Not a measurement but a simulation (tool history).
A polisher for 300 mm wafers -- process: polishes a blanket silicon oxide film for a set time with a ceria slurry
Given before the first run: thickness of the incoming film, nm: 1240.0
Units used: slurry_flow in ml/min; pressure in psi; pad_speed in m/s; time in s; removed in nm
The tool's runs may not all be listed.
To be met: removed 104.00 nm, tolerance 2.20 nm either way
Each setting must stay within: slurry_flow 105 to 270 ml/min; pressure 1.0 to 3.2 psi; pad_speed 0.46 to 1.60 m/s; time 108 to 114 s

| run | hour | slurry_flow | pressure | pad_speed | time | removed |
|---|---|---|---|---|---|---|
| 1 | 0.0 | 175 | 2.1 | 1.02 | 108 | 304.07 |
| 2 | 2.7 | 145 | 2.1 | 1.02 | 108 | 298.82 |
| 3 | 10.1 | 145 | 1.9 | 0.94 | 108 | 252.05 |
| 4 | 15.2 | 145 | 2.1 | 0.94 | 108 | 276.05 |
| 5 | 18.3 | 145 | 1.7 | 0.94 | 108 | 227.65 |
| 6 | 22.3 | 145 | 1.6 | 0.88 | 108 | 203.44 |
| 7 | 26.2 | 145 | 1.5 | 0.82 | 108 | 182.25 |
| 8 | 33.1 | 145 | 1.4 | 0.78 | 108 | 162.52 |
| 9 | 40.3 | 145 | 1.3 | 0.76 | 108 | 150.91 |
| 10 | 44.8 | 145 | 1.3 | 0.74 | 108 | 147.90 |
| 11 | 53.9 | 145 | 1.3 | 0.72 | 108 | 142.91 |
| 12 | 59.5 | 145 | 1.3 | 0.70 | 108 | 139.58 |
| 13 | 61.5 | 145 | 1.3 | 0.68 | 108 | 135.60 |
| 14 | 67.4 | 145 | 1.3 | 0.66 | 108 | 131.90 |
| 15 | 68.6 | 145 | 1.3 | 0.64 | 108 | 128.01 |

Exactly one of the 4 candidate moves below puts every result within its allowed miss. Which one?
| A | 69.8 | 160 | 1.1 | 0.78 | 114 | ? |
| B | 69.8 | 150 | 1.0 | 0.66 | 108 | ? |
| C | 69.8 | 130 | 1.2 | 0.54 | 108 | ? |
| D | 69.8 | 130 | 1.2 | 0.54 | 112 | ? |

| move | removed |
|---|---|
| A | 147.02 |
| B | 109.24 |
| C | 100.46 |
| D | 104.18 |
A: lands further from the targets than the last run did
B: gains on the last run, yet a result remains outside its allowed miss
C: takes the biggest miss from the last run beyond its target
D: all results in spec
So the answer is move D, the one that meets all the targets.
